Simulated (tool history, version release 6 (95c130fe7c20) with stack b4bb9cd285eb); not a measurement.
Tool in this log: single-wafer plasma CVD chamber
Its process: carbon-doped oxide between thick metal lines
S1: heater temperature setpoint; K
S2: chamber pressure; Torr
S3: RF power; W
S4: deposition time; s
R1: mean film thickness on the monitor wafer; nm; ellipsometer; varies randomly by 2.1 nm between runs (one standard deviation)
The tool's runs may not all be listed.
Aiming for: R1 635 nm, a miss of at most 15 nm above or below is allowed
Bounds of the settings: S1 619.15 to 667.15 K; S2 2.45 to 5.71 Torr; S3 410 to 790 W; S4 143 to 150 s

run	day	S1	S2	S3	S4	R1
1	0	643.15	4.08	600	150	719.01
2	0.238	643.15	4	590	150	712.7
3	0.383	643.15	4	590	143	674.7
4	0.662	638.15	4	590	143	682.87
5	0.704	638.15	4	590	143	686.45
6	0.908	629.15	4	590	143	700.42
7	1.233	630.15	3.89	585	143	688.24
8	1.508	630.15	3.79	580	143	687.16
9	1.562	635.15	3.33	505	143	605.47
10	1.642	635.15	3.39	510	143	613.93
11	1.696	635.15	3.39	510	143	612.91
12	1.996	635.15	3.43	510	143	616.16
13	2.054	635.15	3.47	510	143	611.1
14	2.329	635.15	3.5	515	143	615.19
15	2.683	635.15	3.52	515	143	618.14
16	2.729	635.15	3.55	515	143	617.17
17	3.075	635.15	3.57	515	143	616.49
18	3.154	635.15	3.58	515	143	617.49
19	3.329	635.15	3.59	515	143	614.06

Exercise: of the 5 proposed moves below, exactly one satisfies all targets within the stated allowed misses. Which move is it?
A	3.504	627.15	3.05	470	143	?
B	3.504	644.15	3.3	465	145	?
C	3.504	635.15	3.2	505	143	?
D	3.504	637.15	4.01	490	150	?
E	3.504	638.15	3.03	500	143	?

move	R1
A	582.2
B	564.63
C	602.59
D	631.22
E	590.41
A: the biggest miss grows against the last run
B: the biggest miss grows against the last run
C: the biggest miss grows against the last run
D: hits every target within its allowed miss
E: the biggest miss grows against the last run
Answer: D
